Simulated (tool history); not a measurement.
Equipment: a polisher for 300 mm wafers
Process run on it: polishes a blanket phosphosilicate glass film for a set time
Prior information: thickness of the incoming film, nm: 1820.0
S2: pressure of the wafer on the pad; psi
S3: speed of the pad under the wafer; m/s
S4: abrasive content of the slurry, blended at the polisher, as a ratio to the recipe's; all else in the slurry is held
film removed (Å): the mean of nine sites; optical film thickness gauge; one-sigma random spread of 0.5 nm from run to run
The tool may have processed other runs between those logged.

run 1 hour=0 | flow_of_slurry_(ml/min)=145 S2=4.1 S3=0.9 S4=1 polishing_time_(s)=22 | film_removed_(Å)=2373.5
run 2 hour=5.8 | flow_of_slurry_(ml/min)=110 S2=4.1 S3=0.9 S4=1 polishing_time_(s)=22 | film_removed_(Å)=2218.1
run 3 hour=11.2 | flow_of_slurry_(ml/min)=110 S2=3.2 S3=0.9 S4=1 polishing_time_(s)=22 | film_removed_(Å)=1838.7
run 4 hour=13.9 | flow_of_slurry_(ml/min)=110 S2=3.2 S3=1.06 S4=1 polishing_time_(s)=22 | film_removed_(Å)=2084.4
run 5 hour=16 | flow_of_slurry_(ml/min)=110 S2=3.2 S3=1.06 S4=1 polishing_time_(s)=19 | film_removed_(Å)=1832.8
run 6 hour=20.6 | flow_of_slurry_(ml/min)=105 S2=2.9 S3=0.92 S4=1 polishing_time_(s)=19 | film_removed_(Å)=1492.9
run 7 hour=25.2 | flow_of_slurry_(ml/min)=100 S2=2.7 S3=0.84 S4=1 polishing_time_(s)=19 | film_removed_(Å)=1314.7
run 8 hour=32.8 | flow_of_slurry_(ml/min)=100 S2=2.5 S3=0.78 S4=1 polishing_time_(s)=19 | film_removed_(Å)=1173.2
run 9 hour=38.4 | flow_of_slurry_(ml/min)=100 S2=2.4 S3=0.74 S4=1 polishing_time_(s)=19 | film_removed_(Å)=1101.4
run 10 hour=47.2 | flow_of_slurry_(ml/min)=100 S2=2.3 S3=0.7 S4=1 polishing_time_(s)=19 | film_removed_(Å)=1027.4
run 11 hour=53.1 | flow_of_slurry_(ml/min)=100 S2=2.2 S3=0.68 S4=1 polishing_time_(s)=19 | film_removed_(Å)=977.51
run 12 hour=55.1 | flow_of_slurry_(ml/min)=90 S2=1.9 S3=0.54 S4=1 polishing_time_(s)=19 | film_removed_(Å)=714.64
run 13 hour=62.3 | flow_of_slurry_(ml/min)=95 S2=1.9 S3=0.54 S4=1 polishing_time_(s)=19 | film_removed_(Å)=733.25
run 14 hour=67.9 | flow_of_slurry_(ml/min)=100 S2=1.9 S3=0.54 S4=1 polishing_time_(s)=19 | film_removed_(Å)=738.26

What does the tool deliver on the next run?
run 15 hour=75.3 | flow_of_slurry_(ml/min)=105 S2=1.9 S3=0.54 S4=1 polishing_time_(s)=19 | film_removed_(Å)=?

Run 15 gave film removed (Å) 752.02.
